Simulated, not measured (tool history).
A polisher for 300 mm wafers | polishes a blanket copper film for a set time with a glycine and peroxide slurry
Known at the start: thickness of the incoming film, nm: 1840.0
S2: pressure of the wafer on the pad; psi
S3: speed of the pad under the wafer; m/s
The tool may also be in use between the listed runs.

{"run": 1, "hour": 0.0, "flow of slurry (ml/min)": 220, "S2": 3.5, "S3": 1.22, "polishing time (s)": 27, "film removed (nm)": 212.26}
{"run": 2, "hour": 0.8, "flow of slurry (ml/min)": 220, "S2": 3.8, "S3": 1.22, "polishing time (s)": 27, "film removed (nm)": 221.1}
{"run": 3, "hour": 4.0, "flow of slurry (ml/min)": 220, "S2": 4.1, "S3": 1.24, "polishing time (s)": 27, "film removed (nm)": 233.66}
{"run": 4, "hour": 11.6, "flow of slurry (ml/min)": 250, "S2": 4.1, "S3": 1.24, "polishing time (s)": 27, "film removed (nm)": 242.45}
{"run": 5, "hour": 19.2, "flow of slurry (ml/min)": 250, "S2": 4.1, "S3": 1.24, "polishing time (s)": 27, "film removed (nm)": 241.33}
{"run": 6, "hour": 26.0, "flow of slurry (ml/min)": 250, "S2": 4.7, "S3": 1.24, "polishing time (s)": 27, "film removed (nm)": 268.11}

Run 7 comes next. What will it give?
{"run": 7, "hour": 29.5, "flow of slurry (ml/min)": 250, "S2": 4.9, "S3": 1.26, "polishing time (s)": 27, "film removed (nm)": "?"}

{"run 7": {"film removed (nm)": 285.17}}
